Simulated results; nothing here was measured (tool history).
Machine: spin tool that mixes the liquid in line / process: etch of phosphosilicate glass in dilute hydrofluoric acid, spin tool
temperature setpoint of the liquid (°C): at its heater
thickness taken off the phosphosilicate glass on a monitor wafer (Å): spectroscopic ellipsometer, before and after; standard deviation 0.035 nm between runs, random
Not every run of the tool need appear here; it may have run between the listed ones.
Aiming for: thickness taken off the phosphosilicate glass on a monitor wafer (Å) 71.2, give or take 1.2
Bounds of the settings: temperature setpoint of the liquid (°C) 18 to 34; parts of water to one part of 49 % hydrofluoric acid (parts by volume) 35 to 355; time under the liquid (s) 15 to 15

run,hour,temperature setpoint of the liquid (°C),parts of water to one part of 49 % hydrofluoric acid (parts by volume),time under the liquid (s),thickness taken off the phosphosilicate glass on a monitor wafer (Å)
1,0,26,195,15,56.833
2,5.9,27,195,15,59.012
3,12,28,195,15,61.254
4,20.3,28,195,15,61.185
5,28.1,28.5,195,15,61.978
6,33.9,29,195,15,63.749
7,36.1,29.5,195,15,64.43
8,38,30,195,15,66.157
9,45.9,30.5,195,15,66.841
10,49,31,195,15,68.301
11,58.1,31.5,195,15,69.436

Next run, 4 choices. One meets every target within its allowed miss, the rest don't. Which?
A,67.2,30,175,15,?
B,67.2,31.5,185,15,?
C,67.2,32.5,195,15,?
D,67.2,33.5,205,15,?

move,thickness taken off the phosphosilicate glass on a monitor wafer (Å)
A,74.764
B,73.567
C,71.282
D,69.198
A: the result that was furthest off in the last run now lies on the other side of its target
B: the result that was furthest off in the last run now lies on the other side of its target
C: each result inside its tolerance
D: the biggest miss grows against the last run
The right move is C.
